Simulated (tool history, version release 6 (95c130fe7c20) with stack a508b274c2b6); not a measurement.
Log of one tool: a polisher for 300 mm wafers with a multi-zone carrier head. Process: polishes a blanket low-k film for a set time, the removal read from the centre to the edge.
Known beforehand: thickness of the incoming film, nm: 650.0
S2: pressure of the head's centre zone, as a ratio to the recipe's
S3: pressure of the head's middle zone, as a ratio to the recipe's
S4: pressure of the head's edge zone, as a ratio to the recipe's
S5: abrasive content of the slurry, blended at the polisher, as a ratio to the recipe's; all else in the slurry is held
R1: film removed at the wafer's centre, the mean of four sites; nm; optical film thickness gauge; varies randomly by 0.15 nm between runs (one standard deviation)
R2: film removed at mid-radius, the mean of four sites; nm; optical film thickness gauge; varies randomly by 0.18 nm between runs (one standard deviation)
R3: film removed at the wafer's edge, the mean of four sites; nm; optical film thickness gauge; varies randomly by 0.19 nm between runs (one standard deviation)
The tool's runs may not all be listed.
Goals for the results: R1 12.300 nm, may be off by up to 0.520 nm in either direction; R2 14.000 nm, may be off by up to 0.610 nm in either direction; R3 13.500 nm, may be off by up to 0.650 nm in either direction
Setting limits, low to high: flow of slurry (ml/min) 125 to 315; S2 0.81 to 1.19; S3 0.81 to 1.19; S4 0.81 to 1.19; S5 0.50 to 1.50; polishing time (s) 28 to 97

Run 1, hour 0.0: flow of slurry (ml/min) 205, S2 1.00, S3 1.00, S4 1.00, S5 1.00, polishing time (s) 62. Result: R1 20.556 nm, R2 20.120 nm, R3 20.191 nm.
Run 2, hour 1.4: flow of slurry (ml/min) 205, S2 1.00, S3 1.06, S4 1.00, S5 1.00, polishing time (s) 62. Result: R1 20.122 nm, R2 20.470 nm, R3 19.669 nm.
Run 3, hour 3.8: flow of slurry (ml/min) 165, S2 1.00, S3 1.06, S4 1.00, S5 1.00, polishing time (s) 62. Result: R1 19.383 nm, R2 20.277 nm, R3 19.811 nm.
Run 4, hour 10.5: flow of slurry (ml/min) 165, S2 1.00, S3 1.06, S4 1.00, S5 0.80, polishing time (s) 62. Result: R1 17.674 nm, R2 18.299 nm, R3 18.140 nm.
Run 5, hour 12.6: flow of slurry (ml/min) 165, S2 0.99, S3 1.06, S4 1.00, S5 0.75, polishing time (s) 61. Result: R1 16.761 nm, R2 17.755 nm, R3 16.435 nm.
Run 6, hour 18.4: flow of slurry (ml/min) 165, S2 0.99, S3 1.00, S4 1.00, S5 0.75, polishing time (s) 61. Result: R1 16.689 nm, R2 16.674 nm, R3 17.288 nm.
Run 7, hour 21.5: flow of slurry (ml/min) 165, S2 0.98, S3 1.00, S4 1.00, S5 0.70, polishing time (s) 61. Result: R1 16.217 nm, R2 15.995 nm, R3 16.384 nm.
At hour 24.2: slurry nozzle cleaned.
Run 8, hour 24.2: flow of slurry (ml/min) 165, S2 0.96, S3 1.00, S4 1.00, S5 0.70, polishing time (s) 61. Result: R1 16.832 nm, R2 16.873 nm, R3 17.359 nm.
Run 9, hour 25.7: flow of slurry (ml/min) 160, S2 0.96, S3 1.01, S4 1.01, S5 0.70, polishing time (s) 60. Result: R1 16.238 nm, R2 16.645 nm, R3 16.786 nm.
Run 10, hour 33.6: flow of slurry (ml/min) 155, S2 0.95, S3 1.01, S4 1.01, S5 0.70, polishing time (s) 59. Result: R1 16.008 nm, R2 16.568 nm, R3 16.097 nm.
Run 11, hour 36.2: flow of slurry (ml/min) 150, S2 0.95, S3 1.01, S4 1.03, S5 0.70, polishing time (s) 58. Result: R1 15.229 nm, R2 15.662 nm, R3 16.269 nm.
Run 12, hour 38.9: flow of slurry (ml/min) 150, S2 0.94, S3 1.02, S4 1.03, S5 0.70, polishing time (s) 57. Result: R1 14.975 nm, R2 15.652 nm, R3 15.749 nm.
Run 13, hour 40.1: flow of slurry (ml/min) 150, S2 0.94, S3 1.02, S4 1.03, S5 0.70, polishing time (s) 57. Result: R1 15.084 nm, R2 15.400 nm, R3 15.703 nm.
Run 14, hour 47.1: flow of slurry (ml/min) 145, S2 0.93, S3 1.03, S4 1.04, S5 0.70, polishing time (s) 57. Result: R1 15.032 nm, R2 16.018 nm, R3 16.040 nm.
Run 15, hour 52.7: flow of slurry (ml/min) 145, S2 0.92, S3 1.03, S4 1.04, S5 0.70, polishing time (s) 56. Result: R1 14.683 nm, R2 15.752 nm, R3 15.833 nm.

Which of these 4 next moves meets every target?
Run A, hour 58.3: flow of slurry (ml/min) 125, S2 0.81, S3 1.05, S4 1.16, S5 0.65, polishing time (s) 49. Result: R1 ?, R2 ?, R3 ?.
Run B, hour 58.3: flow of slurry (ml/min) 125, S2 0.81, S3 1.18, S4 1.19, S5 0.80, polishing time (s) 53. Result: R1 ?, R2 ?, R3 ?.
Run C, hour 58.3: flow of slurry (ml/min) 165, S2 0.89, S3 1.09, S4 1.04, S5 0.85, polishing time (s) 44. Result: R1 ?, R2 ?, R3 ?.
Run D, hour 58.3: flow of slurry (ml/min) 260, S2 1.19, S3 1.02, S4 0.81, S5 0.70, polishing time (s) 46. Result: R1 ?, R2 ?, R3 ?.

move      R1      R2      R3
   A  11.126  12.922  13.802
   B  13.164  16.883  16.503
   C  12.745  14.311  13.754
   D  15.989  13.950  12.447
A: takes the biggest miss from the last run beyond its target
B: about as far from the targets as the last run
C: all results land within tolerance of their targets
D: misses by more than the last run did
C meets every target.
